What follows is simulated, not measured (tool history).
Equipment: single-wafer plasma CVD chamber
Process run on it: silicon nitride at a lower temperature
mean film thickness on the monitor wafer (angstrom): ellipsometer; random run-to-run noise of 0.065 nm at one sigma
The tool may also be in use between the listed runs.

run  hour  heater temperature setpoint (deg C)  chamber pressure (Torr)  RF power (kW)  deposition time (s)  mean film thickness on the monitor wafer (angstrom)
  1     0                                  335                     1.06           0.32                   12                                               123.37
  2   8.2                                  325                     1.06           0.32                   12                                               125.98
  3  15.5                                  325                     1.01          0.315                   12                                               122.38
  4  22.4                                  325                     1.01          0.315                 11.5                                               115.92
     26.5  -- RF generator calibrated
  5  26.5                                  325                     1.14          0.315                 11.5                                               124.06
  6    28                                  325                     1.14           0.29                 11.5                                               115.79
  7  36.7                                  325                     1.12           0.29                 11.5                                                115.4
  8  40.2                                  325                      1.1           0.29                 11.5                                               115.07

What does the tool deliver on the next run?
  9  43.9                                  325                     1.08           0.29                 11.5                                                    ?

For run 9 the tool returned mean film thickness on the monitor wafer (angstrom) 115.9.
